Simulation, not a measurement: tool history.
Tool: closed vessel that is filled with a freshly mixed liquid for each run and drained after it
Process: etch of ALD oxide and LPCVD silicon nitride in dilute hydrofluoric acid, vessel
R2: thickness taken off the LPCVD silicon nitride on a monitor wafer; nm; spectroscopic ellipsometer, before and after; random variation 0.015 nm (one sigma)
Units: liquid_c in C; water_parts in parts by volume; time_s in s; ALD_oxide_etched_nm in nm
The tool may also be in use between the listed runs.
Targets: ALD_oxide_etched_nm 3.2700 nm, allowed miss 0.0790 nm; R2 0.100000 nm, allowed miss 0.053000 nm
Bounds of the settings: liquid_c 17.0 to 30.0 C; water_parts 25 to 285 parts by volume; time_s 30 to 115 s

Run 1, day 0.000: liquid_c 22.0 C, water_parts 155 parts by volume, time_s 60 s. Result: ALD_oxide_etched_nm 7.0418 nm, R2 0.174430 nm.
Run 2, day 0.154: liquid_c 25.5 C, water_parts 155 parts by volume, time_s 60 s. Result: ALD_oxide_etched_nm 8.0104 nm, R2 0.260790 nm.
Run 3, day 0.271: liquid_c 24.0 C, water_parts 175 parts by volume, time_s 60 s. Result: ALD_oxide_etched_nm 6.4884 nm, R2 0.178290 nm.
Run 4, day 0.329: liquid_c 23.0 C, water_parts 190 parts by volume, time_s 60 s. Result: ALD_oxide_etched_nm 5.6438 nm, R2 0.173170 nm.
Run 5, day 0.538: liquid_c 21.5 C, water_parts 200 parts by volume, time_s 60 s. Result: ALD_oxide_etched_nm 4.9506 nm, R2 0.152570 nm.
Run 6, day 0.762: liquid_c 21.5 C, water_parts 200 parts by volume, time_s 35 s. Result: ALD_oxide_etched_nm 2.9366 nm, R2 0.080257 nm.
Run 7, day 0.938: liquid_c 22.0 C, water_parts 200 parts by volume, time_s 35 s. Result: ALD_oxide_etched_nm 3.0005 nm, R2 0.073429 nm.
Run 8, day 1.250: liquid_c 22.5 C, water_parts 200 parts by volume, time_s 35 s. Result: ALD_oxide_etched_nm 3.0204 nm, R2 0.079294 nm.
Run 9, day 1.488: liquid_c 23.0 C, water_parts 200 parts by volume, time_s 35 s. Result: ALD_oxide_etched_nm 3.0872 nm, R2 0.073251 nm.
Run 10, day 1.612: liquid_c 23.5 C, water_parts 200 parts by volume, time_s 35 s. Result: ALD_oxide_etched_nm 3.1635 nm, R2 0.076192 nm.
Run 11, day 1.858: liquid_c 23.5 C, water_parts 200 parts by volume, time_s 35 s. Result: ALD_oxide_etched_nm 3.1615 nm, R2 0.074191 nm.

4 next moves are on the table. One of them brings every result within its allowed miss. Which?
Run A, day 2.104: liquid_c 23.0 C, water_parts 220 parts by volume, time_s 40 s. Result: ALD_oxide_etched_nm ?, R2 ?.
Run B, day 2.104: liquid_c 25.5 C, water_parts 190 parts by volume, time_s 30 s. Result: ALD_oxide_etched_nm ?, R2 ?.
Run C, day 2.104: liquid_c 20.5 C, water_parts 270 parts by volume, time_s 55 s. Result: ALD_oxide_etched_nm ?, R2 ?.
Run D, day 2.104: liquid_c 18.5 C, water_parts 260 parts by volume, time_s 60 s. Result: ALD_oxide_etched_nm ?, R2 ?.

move  ALD_oxide_etched_nm        R2
   A               3.1707  0.074045
   B               3.1175  0.075174
   C               3.0852  0.071083
   D               3.2726  0.070685
A: nearer than the last run, and not there yet
B: further off than the last run
C: further off than the last run
D: meets every target
Answer: D
